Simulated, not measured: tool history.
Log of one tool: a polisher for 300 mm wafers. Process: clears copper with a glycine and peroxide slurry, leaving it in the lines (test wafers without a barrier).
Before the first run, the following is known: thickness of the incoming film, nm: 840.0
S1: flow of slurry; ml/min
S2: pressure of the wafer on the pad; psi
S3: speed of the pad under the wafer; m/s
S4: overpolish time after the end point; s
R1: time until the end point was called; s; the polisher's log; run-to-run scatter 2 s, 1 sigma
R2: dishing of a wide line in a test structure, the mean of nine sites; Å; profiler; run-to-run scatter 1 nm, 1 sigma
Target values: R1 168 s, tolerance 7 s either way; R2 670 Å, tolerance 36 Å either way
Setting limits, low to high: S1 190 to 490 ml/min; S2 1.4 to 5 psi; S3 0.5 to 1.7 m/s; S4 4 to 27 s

run    day   S1   S2    S3  S4      R1      R2
  1      0  315  3.2   1.1  14  111.61  655.53
  2  0.217  315  3.2   1.1  19  109.01  825.79
  3  0.379  250  3.2   1.1  19  111.74  836.29
  4  0.646  250  2.9   1.1  20  124.09  777.97
  5  0.792  250  2.6   1.1  20  132.27  735.97
  6   0.95  250  2.4   1.1  21  145.59  712.96
  7  1.108  250  2.3   1.1  21   147.9  709.94
  8  1.258  250  1.7  1.08  22  191.28  600.12

Exactly one of the 4 candidate moves below puts every result within its allowed miss. Which one?
  A  1.408  300  1.6  1.16  21   ?   ?
  B  1.408  275  1.5  0.96  25   ?   ?
  C  1.408  210  1.4  0.96  26   ?   ?
  D  1.408  325    2  1.04  22   ?   ?

move      R1      R2
   A  188.07  560.12
   B  223.05   564.2
   C  241.26  544.82
   D  168.75   644.4
A: nearer the targets than the last run, but a result is still out of spec
B: its largest miss is bigger than the last run's
C: its largest miss is bigger than the last run's
D: in spec on every target
Answer: D
